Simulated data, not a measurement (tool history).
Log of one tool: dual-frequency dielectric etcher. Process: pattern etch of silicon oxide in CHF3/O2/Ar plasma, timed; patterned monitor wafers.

run  hour  source power (kW)  bias power (kW)  etch time (s)  mean etch depth across the wafer (Å)
  1   0.0              0.890            0.193          588.5                                 13951
  2   2.1              0.820            0.193          588.5                                 13330
  3  10.1              0.790            0.192          588.5                                 12973
  4  14.2              0.920            0.192          588.5                                 14061
  5  21.2              0.870            0.191          588.5                                 13568
  6  22.8              0.830            0.190          588.5                                 13293
  7  31.9              0.800            0.189          588.5                                 13131
  8  38.7              0.800            0.189          588.5                                 12942
  9  46.0              0.660            0.183          588.5                                 11444
 10  49.0              0.680            0.183          588.5                                 11597
 11  54.9              0.690            0.183          588.5                                 11810

Run 12 comes next. What will it give?
 12  59.0              0.700            0.183          588.5                                     ?

{"run 12": {"mean etch depth across the wafer (Å)": 11807}}

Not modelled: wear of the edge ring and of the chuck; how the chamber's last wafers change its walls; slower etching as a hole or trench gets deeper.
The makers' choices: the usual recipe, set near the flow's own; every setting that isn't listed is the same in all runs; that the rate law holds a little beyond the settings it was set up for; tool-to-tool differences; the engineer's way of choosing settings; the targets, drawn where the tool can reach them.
